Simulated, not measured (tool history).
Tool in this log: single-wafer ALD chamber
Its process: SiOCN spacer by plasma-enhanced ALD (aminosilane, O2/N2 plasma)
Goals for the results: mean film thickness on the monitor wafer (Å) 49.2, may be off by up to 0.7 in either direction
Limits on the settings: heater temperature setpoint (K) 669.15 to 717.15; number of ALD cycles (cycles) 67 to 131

run,hour,heater temperature setpoint (K),number of ALD cycles (cycles),mean film thickness on the monitor wafer (Å)
1,0,693.15,99,57.018
2,7.6,682.15,99,59.059
3,13.4,682.15,108,64.609
4,17.3,682.15,119,71.335
5,19.1,686.15,114,67.083
6,21.7,686.15,123,72.225
7,30.4,690.15,118,68.906
8,38.8,693.15,113,65.26
9,45.1,695.15,109,61.925
10,48.8,698.15,106,60.044
11,50.7,700.15,103,57.765
12,53.9,702.15,101,56.124
13,55.5,704.15,100,55.213
14,63.9,706.15,99,54.307
15,69.8,707.15,98,53.193
16,73.1,707.15,98,53.55
# hour 74.2: thermocouple changed; heater temperature recalibrated
17,74.2,708.15,97,51.878
18,80.6,709.15,97,51.444
19,84,710.15,97,51.399
20,88.1,711.15,97,50.913
21,91,712.15,97,50.963

4 next moves are on the table. One of them brings every result within its allowed miss. Which?
A,93.9,716.15,102,?
B,93.9,717.15,107,?
C,93.9,709.15,100,?
D,93.9,717.15,96,?

move,mean film thickness on the monitor wafer (Å)
A,52.66
B,55.022
C,53.062
D,49.365
A: the biggest miss grows against the last run
B: the biggest miss grows against the last run
C: the biggest miss grows against the last run
D: all results in spec
D meets every target.
